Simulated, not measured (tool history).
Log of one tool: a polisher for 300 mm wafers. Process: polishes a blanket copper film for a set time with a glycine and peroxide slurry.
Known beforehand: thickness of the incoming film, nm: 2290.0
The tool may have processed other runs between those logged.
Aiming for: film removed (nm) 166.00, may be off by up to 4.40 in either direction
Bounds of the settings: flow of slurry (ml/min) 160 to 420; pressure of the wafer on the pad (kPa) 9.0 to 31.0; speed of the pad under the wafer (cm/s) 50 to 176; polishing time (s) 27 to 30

run,day,flow of slurry (ml/min),pressure of the wafer on the pad (kPa),speed of the pad under the wafer (cm/s),polishing time (s),film removed (nm)
1,0.000,270,20.0,112,30,205.81
2,0.350,270,19.3,112,30,200.10
3,0.479,270,18.6,112,30,199.64
4,0.692,295,18.6,112,30,197.10
5,0.971,235,18.6,112,30,192.37
6,1.062,235,21.4,112,30,220.27
7,1.238,235,20.7,112,30,211.79
8,1.604,235,20.0,112,30,205.87
9,1.829,235,19.3,112,30,199.53
10,2.175,235,18.6,112,30,194.73
11,2.304,235,17.9,112,30,191.04
12,2.504,225,13.8,112,30,155.88
13,2.800,225,13.8,112,30,154.30

5 next moves are on the table. One of them brings every result within its allowed miss. Which?
A,3.096,220,13.8,130,29,?
B,3.096,225,11.7,124,30,?
C,3.096,220,11.7,134,30,?
D,3.096,255,14.5,104,30,?
E,3.096,210,19.3,102,29,?

move,film removed (nm)
A,168.82
B,151.48
C,159.10
D,158.58
E,181.97
A: in spec on every target
B: the biggest miss grows against the last run
C: moves toward the targets from the last run without getting all of them in spec
D: moves toward the targets from the last run without getting all of them in spec
E: carries the result that was furthest off beyond its target, to the other side
Correct choice: A, which meets every target

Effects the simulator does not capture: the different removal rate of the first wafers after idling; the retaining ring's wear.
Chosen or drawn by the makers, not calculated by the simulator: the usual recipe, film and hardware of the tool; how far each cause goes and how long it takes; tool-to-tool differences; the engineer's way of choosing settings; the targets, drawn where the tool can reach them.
